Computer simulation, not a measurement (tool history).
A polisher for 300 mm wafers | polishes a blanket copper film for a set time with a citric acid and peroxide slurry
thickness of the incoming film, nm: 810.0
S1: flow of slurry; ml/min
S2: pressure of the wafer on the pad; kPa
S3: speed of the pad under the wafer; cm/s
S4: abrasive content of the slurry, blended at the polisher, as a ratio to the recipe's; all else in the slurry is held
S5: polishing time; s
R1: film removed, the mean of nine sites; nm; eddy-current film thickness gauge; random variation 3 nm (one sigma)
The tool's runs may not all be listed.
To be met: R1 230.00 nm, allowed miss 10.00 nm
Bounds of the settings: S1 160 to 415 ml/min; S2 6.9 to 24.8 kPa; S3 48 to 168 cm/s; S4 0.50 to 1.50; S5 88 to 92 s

run	hour	S1	S2	S3	S4	S5	R1
1	0.0	265	15.9	108	1.00	88	172.18
2	4.8	265	17.2	108	1.00	88	189.33
3	10.5	265	17.9	108	1.00	88	193.82
4	19.1	265	18.6	108	1.00	88	203.72
5	22.9	265	19.3	108	1.00	88	214.47
# hour 30.4: head pressure recalibrated
6	30.4	265	20.0	108	1.00	88	196.56
7	37.5	265	20.7	110	1.00	88	212.26
8	42.9	265	21.4	110	1.00	88	215.83

Which of these 4 next moves meets every target?
A	48.3	240	22.1	120	1.20	91	?
B	48.3	285	17.2	130	0.90	88	?
C	48.3	200	20.7	108	0.85	91	?
D	48.3	270	20.0	122	0.95	91	?

move	R1
A	255.56
B	203.22
C	206.15
D	230.75
A: takes the result that was furthest off past its target
B: further off than the last run
C: further off than the last run
D: meets every target
Answer: D
